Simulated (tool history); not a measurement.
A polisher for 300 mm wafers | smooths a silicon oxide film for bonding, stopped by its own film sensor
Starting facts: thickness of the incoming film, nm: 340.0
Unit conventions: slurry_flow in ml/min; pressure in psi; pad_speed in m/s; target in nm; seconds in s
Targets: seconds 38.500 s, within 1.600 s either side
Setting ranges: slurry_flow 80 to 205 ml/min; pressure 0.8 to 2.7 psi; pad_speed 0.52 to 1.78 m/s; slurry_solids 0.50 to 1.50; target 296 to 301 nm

{"run": 1, "day": 0.0, "slurry_flow": 135, "pressure": 1.7, "pad_speed": 1.14, "slurry_solids": 1.0, "target": 296, "seconds": 66.255}
{"run": 2, "day": 0.3, "slurry_flow": 135, "pressure": 1.7, "pad_speed": 1.14, "slurry_solids": 1.2, "target": 296, "seconds": 62.234}
{"run": 3, "day": 0.475, "slurry_flow": 135, "pressure": 1.7, "pad_speed": 1.14, "slurry_solids": 1.3, "target": 296, "seconds": 59.491}
{"run": 4, "day": 0.825, "slurry_flow": 140, "pressure": 1.9, "pad_speed": 1.16, "slurry_solids": 1.3, "target": 296, "seconds": 52.753}
{"run": 5, "day": 0.85, "slurry_flow": 140, "pressure": 1.9, "pad_speed": 1.0, "slurry_solids": 1.3, "target": 296, "seconds": 59.554}
{"run": 6, "day": 1.029, "slurry_flow": 140, "pressure": 1.9, "pad_speed": 1.0, "slurry_solids": 1.1, "target": 296, "seconds": 63.776}
{"run": 7, "day": 1.383, "slurry_flow": 140, "pressure": 2.2, "pad_speed": 1.04, "slurry_solids": 1.1, "target": 296, "seconds": 52.169}
{"run": 8, "day": 1.762, "slurry_flow": 140, "pressure": 2.4, "pad_speed": 1.04, "slurry_solids": 1.1, "target": 296, "seconds": 48.036}

Which single option among these 5 for the next run brings every result within its allowed miss of target? Just one does.
{"run": "A", "day": 2.142, "slurry_flow": 150, "pressure": 2.6, "pad_speed": 1.04, "slurry_solids": 1.2, "target": 296, "seconds": "?"}
{"run": "B", "day": 2.142, "slurry_flow": 150, "pressure": 2.4, "pad_speed": 1.18, "slurry_solids": 1.15, "target": 301, "seconds": "?"}
{"run": "C", "day": 2.142, "slurry_flow": 145, "pressure": 2.5, "pad_speed": 1.16, "slurry_solids": 1.15, "target": 296, "seconds": "?"}
{"run": "D", "day": 2.142, "slurry_flow": 115, "pressure": 2.3, "pad_speed": 1.3, "slurry_solids": 1.15, "target": 296, "seconds": "?"}
{"run": "E", "day": 2.142, "slurry_flow": 150, "pressure": 2.5, "pad_speed": 1.08, "slurry_solids": 1.2, "target": 297, "seconds": "?"}

move=A seconds=42.697
move=B seconds=37.598
move=C seconds=41.575
move=D seconds=43.228
move=E seconds=42.072
A: an improvement on the last run, though not all results are within tolerance
B: every result within its allowed miss
C: an improvement on the last run, though not all results are within tolerance
D: an improvement on the last run, though not all results are within tolerance
E: an improvement on the last run, though not all results are within tolerance
The right move is B.

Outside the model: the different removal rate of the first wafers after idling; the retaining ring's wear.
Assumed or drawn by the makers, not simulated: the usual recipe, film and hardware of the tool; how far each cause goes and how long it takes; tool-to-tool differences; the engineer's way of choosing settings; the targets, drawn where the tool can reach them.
